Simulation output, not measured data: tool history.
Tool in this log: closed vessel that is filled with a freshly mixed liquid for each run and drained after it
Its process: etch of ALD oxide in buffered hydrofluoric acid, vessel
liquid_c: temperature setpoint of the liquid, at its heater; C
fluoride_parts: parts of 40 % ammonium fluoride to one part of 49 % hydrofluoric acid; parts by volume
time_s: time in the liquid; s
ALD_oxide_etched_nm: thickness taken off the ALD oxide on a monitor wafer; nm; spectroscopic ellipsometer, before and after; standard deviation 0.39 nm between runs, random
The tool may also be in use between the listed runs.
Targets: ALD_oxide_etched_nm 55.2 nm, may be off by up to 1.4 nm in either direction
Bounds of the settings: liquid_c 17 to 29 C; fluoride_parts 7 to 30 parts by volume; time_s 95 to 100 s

run	hour	liquid_c	fluoride_parts	time_s	ALD_oxide_etched_nm
1	0	21	20	95	79.6
2	3.5	21	20	95	78.838
3	5.3	20	21	95	72.234
4	8.8	20	21	100	76.59
5	15.6	20	21	100	76.075
6	19.3	20	21	100	76.838
7	20.2	19.5	22	100	72.052
8	25.3	19	22.5	100	69.066
9	28.9	18.5	23	100	66.055

Pick the move, out of 5, that brings all results within their allowed miss; only one does.
A	32.5	20.5	20.5	95	?
B	32.5	17	23.5	100	?
C	32.5	19	28.5	95	?
D	32.5	17.5	21.5	95	?
E	32.5	19	20	95	?

move	ALD_oxide_etched_nm
A	75.78
B	59.53
C	55.459
D	61.888
E	70.844
A: moves away from the targets compared with the last run
B: closer than the last run, but not yet in spec
C: meets every target
D: closer than the last run, but not yet in spec
E: moves away from the targets compared with the last run
The right move is C.
